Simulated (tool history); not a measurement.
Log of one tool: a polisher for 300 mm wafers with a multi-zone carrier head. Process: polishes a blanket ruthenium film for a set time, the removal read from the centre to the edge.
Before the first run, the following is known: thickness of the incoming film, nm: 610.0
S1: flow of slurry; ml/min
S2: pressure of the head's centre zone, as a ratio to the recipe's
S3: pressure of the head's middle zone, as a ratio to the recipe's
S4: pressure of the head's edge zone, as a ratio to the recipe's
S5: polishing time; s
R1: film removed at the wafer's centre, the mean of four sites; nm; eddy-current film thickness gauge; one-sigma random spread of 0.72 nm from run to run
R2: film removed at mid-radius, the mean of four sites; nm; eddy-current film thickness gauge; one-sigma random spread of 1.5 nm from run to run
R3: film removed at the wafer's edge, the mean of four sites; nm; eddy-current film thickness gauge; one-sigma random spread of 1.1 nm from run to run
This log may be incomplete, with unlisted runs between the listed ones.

| run | hour | S1 | S2 | S3 | S4 | S5 | R1 | R2 | R3 |
|---|---|---|---|---|---|---|---|---|---|
| 1 | 0 | 285 | 1 | 1 | 1 | 76 | 87.412 | 86.482 | 86.009 |
| 2 | 1.3 | 295 | 1 | 1.04 | 1.02 | 79 | 91.586 | 92.9 | 90.664 |
| 3 | 2.1 | 295 | 1 | 1.1 | 1.02 | 79 | 90.549 | 96.273 | 90.137 |
| 4 | 7.6 | 295 | 1 | 1.1 | 1.02 | 98 | 112.98 | 118.3 | 110.77 |
| 5 | 15.4 | 285 | 0.99 | 1.11 | 1.01 | 98 | 110.26 | 118.42 | 111.1 |
| 6 | 22.6 | 285 | 1.06 | 1.11 | 1.01 | 98 | 118.62 | 123.49 | 110.02 |

Run 7 is up next; what results do you expect?
| 7 | 29 | 270 | 1.04 | 1.12 | 1 | 98 | ? | ? | ? |

{"run 7": {"R1": 117.26, "R2": 121.44, "R3": 109.37}}
